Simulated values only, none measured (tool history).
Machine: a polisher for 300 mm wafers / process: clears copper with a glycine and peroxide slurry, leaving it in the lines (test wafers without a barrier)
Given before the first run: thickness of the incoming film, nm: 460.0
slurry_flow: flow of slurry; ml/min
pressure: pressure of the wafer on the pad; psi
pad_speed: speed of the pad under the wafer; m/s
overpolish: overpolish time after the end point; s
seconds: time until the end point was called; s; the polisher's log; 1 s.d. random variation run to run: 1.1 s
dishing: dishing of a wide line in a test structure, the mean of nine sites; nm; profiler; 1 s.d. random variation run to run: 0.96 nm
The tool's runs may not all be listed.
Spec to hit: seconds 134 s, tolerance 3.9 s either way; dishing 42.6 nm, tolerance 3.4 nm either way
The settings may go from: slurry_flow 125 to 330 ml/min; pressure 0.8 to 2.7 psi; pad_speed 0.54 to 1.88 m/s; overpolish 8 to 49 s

run,hour,slurry_flow,pressure,pad_speed,overpolish,seconds,dishing
1,0,210,1.7,1.2,25,120,56.783
2,1.7,205,1.6,1.2,23,127.28,52.067
3,3.5,175,1.6,1.2,23,129.35,47.851
4,11.4,170,1.6,1.2,23,129.93,49.108
5,18.5,170,1.9,1.2,23,114.66,55.758
6,22,165,1.8,1.2,22,119.9,51.418
7,30.2,160,1.7,1.2,21,123.49,44.756
8,37.9,155,1.7,1.2,21,126.24,47.591
9,44.2,150,1.7,1.2,21,127.3,47.89
# hour 51.2: worn pad replaced by a new one
10,51.2,150,1.7,1.2,20,112.09,50.031
11,55.2,150,1.6,1.2,20,116.72,47.162
12,63.4,145,1.3,1.18,21,141.38,40.629

Which of these 5 next moves meets every target?
A,71.6,160,1.5,1.06,20,?,?
B,71.6,125,1.6,0.94,23,?,?
C,71.6,130,1.1,1.28,21,?,?
D,71.6,140,1,1.38,24,?,?
E,71.6,155,1.2,1.14,22,?,?

move,seconds,dishing
A,134.95,41.413
B,146.29,43.838
C,152.25,38.259
D,152.48,42.421
E,150.95,40.401
A: every result within its allowed miss
B: its largest miss is bigger than the last run's
C: its largest miss is bigger than the last run's
D: its largest miss is bigger than the last run's
E: its largest miss is bigger than the last run's
Go with A: it meets all targets.
